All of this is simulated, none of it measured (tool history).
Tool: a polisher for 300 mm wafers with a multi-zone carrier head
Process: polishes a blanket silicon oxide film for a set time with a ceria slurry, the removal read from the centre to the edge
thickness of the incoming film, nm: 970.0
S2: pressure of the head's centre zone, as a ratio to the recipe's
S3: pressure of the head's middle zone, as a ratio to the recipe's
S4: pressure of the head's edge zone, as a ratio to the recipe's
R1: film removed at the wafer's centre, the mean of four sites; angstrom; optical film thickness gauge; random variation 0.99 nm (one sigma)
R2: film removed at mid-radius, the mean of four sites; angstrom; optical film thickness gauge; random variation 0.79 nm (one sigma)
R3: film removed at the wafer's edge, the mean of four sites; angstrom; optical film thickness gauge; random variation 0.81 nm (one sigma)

run 1 hour=0.0 | flow_of_slurry_(ml/min)=120 S2=1.00 S3=1.00 S4=1.00 polishing_time_(s)=32 | R1=1276.50 R2=1252.60 R3=1214.80
run 2 hour=1.4 | flow_of_slurry_(ml/min)=115 S2=0.98 S3=1.00 S4=0.97 polishing_time_(s)=29 | R1=1130.10 R2=1128.80 R3=1093.40
run 3 hour=6.1 | flow_of_slurry_(ml/min)=115 S2=0.91 S3=1.00 S4=0.97 polishing_time_(s)=29 | R1=1006.20 R2=1115.10 R3=1083.60
run 4 hour=12.3 | flow_of_slurry_(ml/min)=115 S2=0.91 S3=1.00 S4=0.94 polishing_time_(s)=26 | R1=914.54 R2=989.51 R3=965.40
run 5 hour=13.3 | flow_of_slurry_(ml/min)=115 S2=0.91 S3=1.01 S4=0.92 polishing_time_(s)=24 | R1=833.78 R2=923.02 R3=884.63
run 6 hour=18.0 | flow_of_slurry_(ml/min)=115 S2=0.83 S3=1.01 S4=0.92 polishing_time_(s)=24 | R1=754.04 R2=944.52 R3=881.86
run 7 hour=20.0 | flow_of_slurry_(ml/min)=115 S2=0.83 S3=1.01 S4=0.92 polishing_time_(s)=24 | R1=761.60 R2=925.37 R3=880.02
run 8 hour=22.5 | flow_of_slurry_(ml/min)=115 S2=0.83 S3=1.01 S4=0.92 polishing_time_(s)=24 | R1=740.69 R2=921.50 R3=880.40
run 9 hour=23.2 | flow_of_slurry_(ml/min)=110 S2=0.85 S3=1.01 S4=0.90 polishing_time_(s)=23 | R1=733.22 R2=882.18 R3=837.65

Run 10 comes next. What will it give?
run 10 hour=31.3 | flow_of_slurry_(ml/min)=105 S2=0.87 S3=1.01 S4=0.88 polishing_time_(s)=22 | R1=? R2=? R3=?

{"run 10": {"R1": 713.26, "R2": 820.04, "R3": 780.76}}

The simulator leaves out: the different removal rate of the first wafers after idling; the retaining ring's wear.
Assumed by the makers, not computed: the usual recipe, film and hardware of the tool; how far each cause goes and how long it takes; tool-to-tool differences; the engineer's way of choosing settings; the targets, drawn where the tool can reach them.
